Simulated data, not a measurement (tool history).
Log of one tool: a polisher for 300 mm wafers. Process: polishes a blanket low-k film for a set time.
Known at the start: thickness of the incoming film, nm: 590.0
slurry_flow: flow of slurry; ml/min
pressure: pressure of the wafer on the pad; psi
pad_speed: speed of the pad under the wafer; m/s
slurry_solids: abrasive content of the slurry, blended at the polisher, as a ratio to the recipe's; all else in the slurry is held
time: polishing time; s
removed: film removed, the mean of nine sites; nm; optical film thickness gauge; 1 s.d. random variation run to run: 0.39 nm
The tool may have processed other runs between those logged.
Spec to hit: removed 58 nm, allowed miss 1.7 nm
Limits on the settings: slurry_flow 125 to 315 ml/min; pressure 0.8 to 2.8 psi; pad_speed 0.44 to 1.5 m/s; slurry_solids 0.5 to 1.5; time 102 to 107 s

| run | hour | slurry_flow | pressure | pad_speed | slurry_solids | time | removed |
|---|---|---|---|---|---|---|---|
| 1 | 0 | 205 | 1.8 | 0.96 | 1 | 102 | 37.852 |
| 2 | 3.5 | 205 | 1.8 | 1.16 | 1 | 102 | 43.51 |
| 3 | 4.3 | 210 | 1.9 | 1.16 | 1 | 102 | 46.307 |
| 4 | 5 | 210 | 1.9 | 0.94 | 1 | 102 | 40.069 |
| 5 | 11.9 | 215 | 2 | 0.94 | 1 | 102 | 41.42 |
| 6 | 19.3 | 215 | 2.2 | 0.94 | 1 | 102 | 46.127 |
| 7 | 27 | 215 | 2.3 | 0.94 | 1 | 102 | 47.314 |
| 8 | 31.4 | 215 | 2.3 | 0.94 | 1 | 102 | 48.042 |
| 9 | 35.6 | 220 | 2.4 | 0.94 | 1 | 102 | 49.771 |

Consider the 5 candidate settings below. Which is the only one whose results all fall within their allowed miss of target?
| A | 39.8 | 215 | 2.3 | 1.1 | 1.05 | 107 | ? |
| B | 39.8 | 135 | 2.6 | 0.94 | 1.05 | 106 | ? |
| C | 39.8 | 235 | 2.5 | 0.88 | 1.1 | 104 | ? |
| D | 39.8 | 230 | 2.2 | 0.98 | 1 | 103 | ? |
| E | 39.8 | 215 | 2.5 | 0.92 | 1.05 | 102 | ? |

| move | removed |
|---|---|
| A | 57.278 |
| B | 53.179 |
| C | 53.377 |
| D | 48.066 |
| E | 52.324 |
A: in spec on every target
B: nearer than the last run, and not there yet
C: nearer than the last run, and not there yet
D: lands further from the targets than the last run did
E: nearer than the last run, and not there yet
Move A is the one to make.
